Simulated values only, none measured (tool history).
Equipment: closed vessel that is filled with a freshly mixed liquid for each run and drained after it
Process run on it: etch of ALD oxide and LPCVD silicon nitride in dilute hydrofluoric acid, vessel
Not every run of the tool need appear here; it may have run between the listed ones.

run	hour	temperature setpoint of the liquid (K)	parts of water to one part of 49 % hydrofluoric acid (parts by volume)	time in the liquid (s)	thickness taken off the ALD oxide on a monitor wafer (angstrom)	thickness taken off the LPCVD silicon nitride on a monitor wafer (angstrom)
1	0.0	298.15	95	445	551.52	20.138
2	2.8	298.15	95	570	710.24	26.123
3	5.9	297.15	115	520	495.80	18.892
4	7.4	295.65	130	480	375.88	14.072
5	11.5	294.65	140	440	306.00	10.975
# hour 19.0: thermometer replaced
6	19.0	297.65	140	440	375.51	15.936

Estimate the outcome of run 7 from the log above:
7	27.2	297.65	140	440	?	?

{"run 7": {"thickness taken off the ALD oxide on a monitor wafer (angstrom)": 377.53, "thickness taken off the LPCVD silicon nitride on a monitor wafer (angstrom)": 15.952}}

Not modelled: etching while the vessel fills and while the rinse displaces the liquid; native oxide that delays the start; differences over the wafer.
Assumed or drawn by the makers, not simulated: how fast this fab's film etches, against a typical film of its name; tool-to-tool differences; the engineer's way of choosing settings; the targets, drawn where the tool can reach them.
